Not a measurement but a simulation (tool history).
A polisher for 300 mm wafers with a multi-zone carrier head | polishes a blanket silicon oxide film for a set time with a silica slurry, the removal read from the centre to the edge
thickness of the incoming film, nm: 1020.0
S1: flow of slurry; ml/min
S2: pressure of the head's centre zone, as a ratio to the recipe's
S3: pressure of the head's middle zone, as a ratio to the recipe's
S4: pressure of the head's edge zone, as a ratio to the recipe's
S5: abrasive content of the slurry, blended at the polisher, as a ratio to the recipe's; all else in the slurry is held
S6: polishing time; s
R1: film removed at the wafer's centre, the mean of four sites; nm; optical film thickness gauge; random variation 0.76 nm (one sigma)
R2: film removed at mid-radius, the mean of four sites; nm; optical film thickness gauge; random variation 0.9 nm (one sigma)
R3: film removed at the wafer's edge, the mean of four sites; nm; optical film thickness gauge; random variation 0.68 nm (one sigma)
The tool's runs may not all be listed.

run,hour,S1,S2,S3,S4,S5,S6,R1,R2,R3
1,0,310,1,1,1,1,42,127.66,126.56,132.26
2,2.7,305,0.98,0.98,0.97,0.85,39,107.47,106.54,111.34
3,7.7,305,1.03,0.98,0.97,0.85,39,111.66,107.72,112.42
4,8.4,305,1.03,0.98,1,0.85,39,112.29,110.68,113.64
5,13,305,1.03,1.06,1,0.85,39,112.04,113.74,114.91
# hour 20.2: edge zone pressure recalibrated
6,20.2,305,1,1.06,1,0.85,39,109.24,109.89,110.26
7,24.5,300,0.96,1.02,0.98,0.75,38,97.401,102.27,101.42
8,31.1,295,0.96,0.96,0.98,0.7,36,89.007,90.33,91.551
9,37.1,290,0.95,0.92,1,0.65,36,85.856,83.788,90.563

Run 10 comes next. What will it give?
10,41.7,285,0.93,0.9,0.98,0.6,36,?,?,?

Run 10 gave R1 79.904 nm, R2 79.312 nm, R3 84.926 nm.
